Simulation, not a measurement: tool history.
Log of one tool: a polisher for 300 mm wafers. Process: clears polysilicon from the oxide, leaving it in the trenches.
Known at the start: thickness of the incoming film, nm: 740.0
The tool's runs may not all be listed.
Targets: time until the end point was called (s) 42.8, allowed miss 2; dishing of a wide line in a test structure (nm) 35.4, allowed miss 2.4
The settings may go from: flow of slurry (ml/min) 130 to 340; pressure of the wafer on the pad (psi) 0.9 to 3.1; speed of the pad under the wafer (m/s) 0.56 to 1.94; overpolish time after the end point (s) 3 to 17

run,hour,flow of slurry (ml/min),pressure of the wafer on the pad (psi),speed of the pad under the wafer (m/s),overpolish time after the end point (s),time until the end point was called (s),dishing of a wide line in a test structure (nm)
1,0,220,2,1.24,9,69.552,35.564
2,2,220,2.2,1.26,8,64.877,33.313
3,3.6,220,2.6,1.26,8,55.677,33.879
4,4.7,220,2.6,1.26,5,57.021,31.955
5,11.7,220,2.9,1.26,5,50.658,32.399
6,19.5,220,3,1.28,6,49.181,34.789
7,24.9,220,3,1.32,6,48.944,34.008
8,30,220,3,1.38,6,46.284,33.872
9,33.6,220,3,1.4,6,45.786,35.008

5 next moves are on the table. One of them brings every result within its allowed miss. Which?
A,37.2,215,3,1.26,9,?,?
B,37.2,230,3.1,1.46,8,?,?
C,37.2,130,2.8,1.54,14,?,?
D,37.2,160,3.1,1.4,7,?,?
E,37.2,270,2.1,1.54,11,?,?

move,time until the end point was called (s),dishing of a wide line in a test structure (nm)
A,50.464,34.716
B,42.292,34.818
C,47.625,35.128
D,46.453,34.289
E,52.38,34.953
A: further off than the last run
B: meets every target
C: further off than the last run
D: further off than the last run
E: further off than the last run
Move B is the one to make.
